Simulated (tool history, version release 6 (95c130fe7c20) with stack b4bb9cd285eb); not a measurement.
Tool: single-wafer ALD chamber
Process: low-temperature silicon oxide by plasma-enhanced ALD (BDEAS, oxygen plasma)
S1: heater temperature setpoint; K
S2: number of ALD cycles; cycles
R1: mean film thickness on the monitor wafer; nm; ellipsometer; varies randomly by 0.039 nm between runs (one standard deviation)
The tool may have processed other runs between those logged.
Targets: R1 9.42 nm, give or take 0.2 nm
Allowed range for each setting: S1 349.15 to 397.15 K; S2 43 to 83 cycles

Run 1, hour 0: S1 373.15 K, S2 63 cycles. Result: R1 8.0104 nm.
Run 2, hour 8.7: S1 363.15 K, S2 63 cycles. Result: R1 8.3105 nm.
Run 3, hour 12: S1 361.15 K, S2 64 cycles. Result: R1 8.5155 nm.
Run 4, hour 14.1: S1 359.15 K, S2 65 cycles. Result: R1 8.662 nm.
Run 5, hour 21.6: S1 359.15 K, S2 68 cycles. Result: R1 9.1339 nm.
Run 6, hour 25.9: S1 358.15 K, S2 68 cycles. Result: R1 9.0884 nm.
Run 7, hour 27.7: S1 357.15 K, S2 68 cycles. Result: R1 9.1299 nm.
Run 8, hour 28.7: S1 356.15 K, S2 68 cycles. Result: R1 9.1592 nm.
Run 9, hour 33.8: S1 356.15 K, S2 68 cycles. Result: R1 9.2605 nm.

Below are 5 possible settings for the next run. Only one of them brings all results inside the allowed miss of their targets. Which is it?
Run A, hour 38.9: S1 349.15 K, S2 65 cycles. Result: R1 ?.
Run B, hour 38.9: S1 354.15 K, S2 67 cycles. Result: R1 ?.
Run C, hour 38.9: S1 369.15 K, S2 69 cycles. Result: R1 ?.
Run D, hour 38.9: S1 354.15 K, S2 69 cycles. Result: R1 ?.
Run E, hour 38.9: S1 355.15 K, S2 66 cycles. Result: R1 ?.

move      R1
   A  8.9549
   B  9.0749
   C  8.8651
   D  9.3458
   E  8.9088
A: misses by more than the last run did
B: misses by more than the last run did
C: misses by more than the last run did
D: in spec on every target
E: misses by more than the last run did
So the answer is move D, the one that meets all the targets.
